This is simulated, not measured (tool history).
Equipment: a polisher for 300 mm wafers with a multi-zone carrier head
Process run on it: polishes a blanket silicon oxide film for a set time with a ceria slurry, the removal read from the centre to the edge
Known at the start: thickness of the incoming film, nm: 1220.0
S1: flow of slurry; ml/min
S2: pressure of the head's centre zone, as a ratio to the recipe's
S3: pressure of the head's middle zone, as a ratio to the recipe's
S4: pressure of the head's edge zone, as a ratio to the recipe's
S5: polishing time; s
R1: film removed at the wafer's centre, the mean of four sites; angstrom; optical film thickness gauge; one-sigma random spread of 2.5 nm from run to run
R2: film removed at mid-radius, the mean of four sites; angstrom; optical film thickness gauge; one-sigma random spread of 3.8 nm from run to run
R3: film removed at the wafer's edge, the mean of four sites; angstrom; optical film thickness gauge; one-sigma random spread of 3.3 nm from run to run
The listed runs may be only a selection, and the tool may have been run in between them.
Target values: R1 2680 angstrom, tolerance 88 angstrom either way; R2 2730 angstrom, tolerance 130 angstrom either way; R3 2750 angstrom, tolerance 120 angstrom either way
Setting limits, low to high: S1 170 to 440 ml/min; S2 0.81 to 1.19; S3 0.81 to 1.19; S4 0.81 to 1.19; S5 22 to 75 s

run  hour   S1    S2    S3    S4  S5      R1      R2      R3
  1     0  280     1     1     1  48  2564.9  2282.4  2143.5
  2   3.1  210     1     1     1  48  2439.5  2212.9  2143.8
  3  11.1  180     1     1     1  48  2397.5  2085.8  2148.8
  4  17.2  180  0.94     1     1  48  2253.8  2133.3  2114.6
  5  23.1  180  0.94     1     1  54  2578.6  2352.6  2342.8
  6  25.5  175  0.92  1.02  1.04  55  2523.4  2439.4  2464.3
  7  28.7  175  0.92  1.02  1.04  55  2476.1  2504.6  2425.2
  8  36.3  215  0.94  1.05  1.14  58  2801.9  2673.5  2799.1

Next run, 4 choices. One meets every target within its allowed miss, the rest don't. Which?
  A  43.9  230  0.99     1  1.09  59   ?   ?   ?
  B  43.9  290  0.88  1.01  1.11  57   ?   ?   ?
  C  43.9  375  0.95  1.03  1.05  58   ?   ?   ?
  D  43.9  270  0.94  0.94  1.19  56   ?   ?   ?

move      R1      R2      R3
   A  3066.8  2708.7  2717.5
   B  2708.3  2702.7  2699.6
   C  3048.8  2848.4  2716.4
   D  2818.4  2511.2  2736.5
A: misses by more than the last run did
B: all results land within tolerance of their targets
C: misses by more than the last run did
D: misses by more than the last run did
So the answer is move B, the one that meets all the targets.
